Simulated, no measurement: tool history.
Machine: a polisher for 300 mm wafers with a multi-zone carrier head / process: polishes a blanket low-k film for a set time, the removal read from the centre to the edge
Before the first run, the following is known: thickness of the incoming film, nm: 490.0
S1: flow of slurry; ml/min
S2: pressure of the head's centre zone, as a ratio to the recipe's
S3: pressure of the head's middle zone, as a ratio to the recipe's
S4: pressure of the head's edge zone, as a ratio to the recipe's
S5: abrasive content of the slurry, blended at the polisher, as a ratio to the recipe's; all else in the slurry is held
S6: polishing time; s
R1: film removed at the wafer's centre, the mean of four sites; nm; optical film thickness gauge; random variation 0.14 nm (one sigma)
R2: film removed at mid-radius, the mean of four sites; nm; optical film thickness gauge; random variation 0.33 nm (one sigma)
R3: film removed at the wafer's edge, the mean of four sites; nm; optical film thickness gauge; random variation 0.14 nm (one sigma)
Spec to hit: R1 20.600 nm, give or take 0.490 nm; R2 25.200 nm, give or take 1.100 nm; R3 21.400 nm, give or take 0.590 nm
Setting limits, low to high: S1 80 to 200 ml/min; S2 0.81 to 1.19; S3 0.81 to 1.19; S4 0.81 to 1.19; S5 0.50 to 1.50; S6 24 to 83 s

run	hour	S1	S2	S3	S4	S5	S6	R1	R2	R3
1	0.0	130	1.00	1.00	1.00	1.00	53	16.639	15.866	16.097
2	7.6	130	0.95	1.00	1.00	1.00	53	15.708	16.068	16.069
3	10.3	130	0.87	1.00	1.00	1.00	53	14.412	16.138	16.010
4	11.0	130	0.87	1.00	1.04	1.00	53	14.601	16.286	16.304
5	15.2	145	0.89	1.05	1.06	1.10	53	16.261	17.995	17.827
6	22.9	145	0.89	1.05	1.06	0.95	53	14.750	16.400	16.171
7	24.4	150	0.89	1.09	1.03	1.10	53	16.416	18.484	17.637
8	26.5	155	0.88	1.12	0.99	1.20	53	17.170	20.235	18.071
9	33.4	165	0.88	1.14	1.00	1.25	53	17.632	21.379	18.627
10	40.9	170	0.89	1.15	1.02	1.30	53	18.222	21.898	19.394
11	44.7	175	0.89	1.16	1.02	1.35	53	18.728	22.432	19.715
12	51.9	180	0.89	1.17	1.02	1.40	53	19.150	23.920	19.969
13	54.2	195	0.93	1.17	1.11	1.45	53	20.586	24.596	21.452
14	62.5	195	0.93	1.17	1.11	1.45	53	20.566	23.963	21.556

5 next moves are on the table. One of them brings every result within its allowed miss. Which?
A	70.8	155	0.95	1.05	1.19	1.15	60	?	?	?
B	70.8	200	0.90	1.09	1.14	1.50	52	?	?	?
C	70.8	190	0.97	1.14	1.10	1.45	51	?	?	?
D	70.8	200	0.91	1.19	1.04	1.40	55	?	?	?
E	70.8	200	0.88	1.19	1.13	1.25	59	?	?	?

move	R1	R2	R3
A	20.433	21.329	21.972
B	19.988	22.570	21.750
C	20.598	22.503	20.523
D	20.772	25.016	21.312
E	20.483	25.471	22.623
A: the biggest miss grows against the last run
B: the biggest miss grows against the last run
C: the biggest miss grows against the last run
D: in spec on every target
E: the worst result of the last run now meets its target, but another is out of spec
Correct choice: D, which meets every target
